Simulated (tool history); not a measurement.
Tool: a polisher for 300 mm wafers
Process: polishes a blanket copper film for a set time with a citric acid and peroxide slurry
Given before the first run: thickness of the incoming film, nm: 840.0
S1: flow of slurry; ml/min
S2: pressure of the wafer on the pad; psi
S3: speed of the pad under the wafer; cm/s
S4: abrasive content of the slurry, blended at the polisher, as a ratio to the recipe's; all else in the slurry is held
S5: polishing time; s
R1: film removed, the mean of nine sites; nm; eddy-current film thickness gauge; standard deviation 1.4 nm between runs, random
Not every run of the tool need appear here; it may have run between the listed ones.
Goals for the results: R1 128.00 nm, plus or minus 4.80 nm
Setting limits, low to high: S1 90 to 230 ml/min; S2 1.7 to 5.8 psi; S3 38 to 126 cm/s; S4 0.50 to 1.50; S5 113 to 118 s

| run | day | S1 | S2 | S3 | S4 | S5 | R1 |
|---|---|---|---|---|---|---|---|
| 1 | 0.000 | 150 | 3.7 | 82 | 1.00 | 113 | 302.89 |
| 2 | 0.225 | 145 | 3.1 | 74 | 1.00 | 113 | 236.04 |
| 3 | 0.371 | 145 | 2.7 | 74 | 1.00 | 113 | 205.02 |
| 4 | 0.738 | 145 | 2.4 | 70 | 1.00 | 113 | 177.02 |
| 5 | 0.888 | 145 | 2.4 | 70 | 0.85 | 113 | 170.72 |
| 6 | 1.179 | 145 | 2.2 | 68 | 0.85 | 113 | 149.70 |
| 7 | 1.317 | 145 | 2.1 | 68 | 0.85 | 113 | 148.54 |
| 8 | 1.425 | 135 | 1.7 | 64 | 0.85 | 113 | 113.81 |
| 9 | 1.683 | 145 | 1.7 | 64 | 0.85 | 113 | 111.80 |
| 10 | 1.833 | 145 | 1.8 | 64 | 0.85 | 113 | 121.51 |

5 next moves are on the table. One of them brings every result within its allowed miss. Which?
| A | 1.983 | 140 | 1.8 | 64 | 0.80 | 113 | ? |
| B | 1.983 | 115 | 3.0 | 38 | 1.10 | 114 | ? |
| C | 1.983 | 140 | 1.8 | 58 | 0.85 | 118 | ? |
| D | 1.983 | 120 | 1.8 | 64 | 0.80 | 118 | ? |
| E | 1.983 | 160 | 2.3 | 54 | 0.85 | 113 | ? |

| move | R1 |
|---|---|
| A | 118.37 |
| B | 120.42 |
| C | 114.86 |
| D | 119.41 |
| E | 130.44 |
A: the biggest miss grows against the last run
B: the biggest miss grows against the last run
C: the biggest miss grows against the last run
D: the biggest miss grows against the last run
E: every result lands within tolerance
Correct choice: E, which meets every target
